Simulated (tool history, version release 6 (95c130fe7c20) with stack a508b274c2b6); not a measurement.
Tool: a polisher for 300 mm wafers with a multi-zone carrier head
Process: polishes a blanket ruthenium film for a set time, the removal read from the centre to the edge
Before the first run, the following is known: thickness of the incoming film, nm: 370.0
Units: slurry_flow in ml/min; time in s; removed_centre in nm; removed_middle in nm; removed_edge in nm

run 1 day=0.000 | slurry_flow=150 centre_zone=1.00 middle_zone=1.00 edge_zone=1.00 time=31 | removed_centre=46.417 removed_middle=48.571 removed_edge=47.937
run 2 day=0.362 | slurry_flow=150 centre_zone=1.00 middle_zone=1.00 edge_zone=1.07 time=31 | removed_centre=47.636 removed_middle=47.852 removed_edge=49.400
run 3 day=0.729 | slurry_flow=150 centre_zone=1.00 middle_zone=1.00 edge_zone=0.99 time=31 | removed_centre=48.290 removed_middle=48.438 removed_edge=48.208
run 4 day=0.908 | slurry_flow=150 centre_zone=1.00 middle_zone=1.05 edge_zone=0.99 time=31 | removed_centre=46.434 removed_middle=50.334 removed_edge=47.537
run 5 day=0.942 | slurry_flow=150 centre_zone=1.00 middle_zone=1.05 edge_zone=0.99 time=34 | removed_centre=52.827 removed_middle=55.864 removed_edge=53.155
run 6 day=1.042 | slurry_flow=140 centre_zone=1.00 middle_zone=1.05 edge_zone=0.99 time=34 | removed_centre=51.197 removed_middle=54.000 removed_edge=51.639
run 7 day=1.158 | slurry_flow=165 centre_zone=0.99 middle_zone=1.04 edge_zone=1.04 time=34 | removed_centre=53.076 removed_middle=55.970 removed_edge=54.265
run 8 day=1.192 | slurry_flow=165 centre_zone=0.99 middle_zone=1.04 edge_zone=1.04 time=34 | removed_centre=54.320 removed_middle=55.552 removed_edge=54.433
run 9 day=1.558 | slurry_flow=175 centre_zone=0.96 middle_zone=1.05 edge_zone=1.08 time=35 | removed_centre=54.708 removed_middle=58.790 removed_edge=57.318

Predict the results of run 10:
run 10 day=1.596 | slurry_flow=185 centre_zone=0.95 middle_zone=1.04 edge_zone=1.11 time=36 | removed_centre=? removed_middle=? removed_edge=?

Run 10 came out at removed_centre 55.197 nm, removed_middle 60.809 nm, removed_edge 59.933 nm.

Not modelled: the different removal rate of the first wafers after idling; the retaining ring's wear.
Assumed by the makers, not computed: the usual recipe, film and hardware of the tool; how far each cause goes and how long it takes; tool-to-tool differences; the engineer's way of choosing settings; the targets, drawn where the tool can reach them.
